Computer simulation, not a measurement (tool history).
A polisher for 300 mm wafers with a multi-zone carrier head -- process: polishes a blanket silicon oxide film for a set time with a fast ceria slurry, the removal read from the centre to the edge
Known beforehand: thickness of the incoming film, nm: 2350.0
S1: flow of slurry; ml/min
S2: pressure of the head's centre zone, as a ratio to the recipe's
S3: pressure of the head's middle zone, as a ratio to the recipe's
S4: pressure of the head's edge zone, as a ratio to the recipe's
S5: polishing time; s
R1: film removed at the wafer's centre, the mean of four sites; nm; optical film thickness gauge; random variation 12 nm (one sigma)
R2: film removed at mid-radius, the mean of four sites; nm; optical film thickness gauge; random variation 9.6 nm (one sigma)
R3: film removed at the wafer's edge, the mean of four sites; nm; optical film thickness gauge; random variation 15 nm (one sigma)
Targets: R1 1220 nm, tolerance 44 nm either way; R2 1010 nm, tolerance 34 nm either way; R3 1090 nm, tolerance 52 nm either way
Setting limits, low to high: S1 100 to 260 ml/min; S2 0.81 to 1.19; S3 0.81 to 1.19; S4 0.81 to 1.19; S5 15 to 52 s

run,day,S1,S2,S3,S4,S5,R1,R2,R3
1,0,165,1,1,1,33,774.13,749.5,781.21
2,0.171,175,1.03,1.01,1.03,34,822.28,791.79,826.3
3,0.308,185,1.06,1,1.04,35,860.82,826.43,852.48
4,0.567,225,1.06,1,1.04,35,913.62,846.4,880.03
# day 0.892: edge zone pressure recalibrated
5,0.892,205,1.06,1,1.04,35,899.37,839.68,868.21
6,1.017,170,1.06,1,1.04,35,852.9,802.7,810.65
7,1.254,185,1.07,0.98,1.04,36,901.18,825.15,873.02
8,1.512,195,1.09,0.97,1.04,37,956.33,866.62,904.19
9,1.721,230,1.19,0.93,1.14,42,1222.8,954.03,1015.9

Next run, 5 choices. One meets every target within its allowed miss, the rest don't. Which?
A,1.929,225,1.19,0.85,1.15,43,?,?,?
B,1.929,230,1.19,0.92,1.17,41,?,?,?
C,1.929,250,1.19,0.86,1.05,42,?,?,?
D,1.929,235,1.17,0.96,1.18,43,?,?,?
E,1.929,225,1.15,1.05,1.05,44,?,?,?

move,R1,R2,R3
A,1251.2,921.62,1063.9
B,1197.5,940.95,1021.2
C,1240.5,921.27,1021.4
D,1240.4,1025.6,1075.5
E,1242,1125.7,1056.5
A: moves away from the targets compared with the last run
B: moves away from the targets compared with the last run
C: moves away from the targets compared with the last run
D: hits every target within its allowed miss
E: moves the result that the last run missed by most past its target, out the other side
Go with D: it meets all targets.
